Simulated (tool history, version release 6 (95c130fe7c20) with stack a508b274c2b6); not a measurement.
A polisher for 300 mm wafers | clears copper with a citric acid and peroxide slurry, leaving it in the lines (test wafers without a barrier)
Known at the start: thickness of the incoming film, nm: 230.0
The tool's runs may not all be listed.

run,hour,flow of slurry (ml/min),pressure of the wafer on the pad (kPa),speed of the pad under the wafer (m/s),abrasive content of the slurry,overpolish time after the end point (s),time until the end point was called (s),dishing of a wide line in a test structure (angstrom)
1,0,170,15.2,1.36,1,25,95.846,426.15
2,1.7,175,16.5,1.36,1,22,87.478,403.84
3,5.5,180,17.2,1.36,1,21,87.067,401.38
4,14.3,180,18.6,1.36,1,20,79.788,411.12
5,17.4,180,15.2,1.36,1,20,94.818,355.21
6,23.5,180,15.2,1.6,1,20,80.48,402.94
7,26,180,15.9,1.6,1,19,77.948,397.89
8,29.4,180,16.5,1.6,1,18,76.214,402.97

Forecast run 9:
9,35.7,180,16.5,1.6,1,17,?,?

{"run 9": {"time until the end point was called (s)": 74.279, "dishing of a wide line in a test structure (angstrom)": 379.44}}
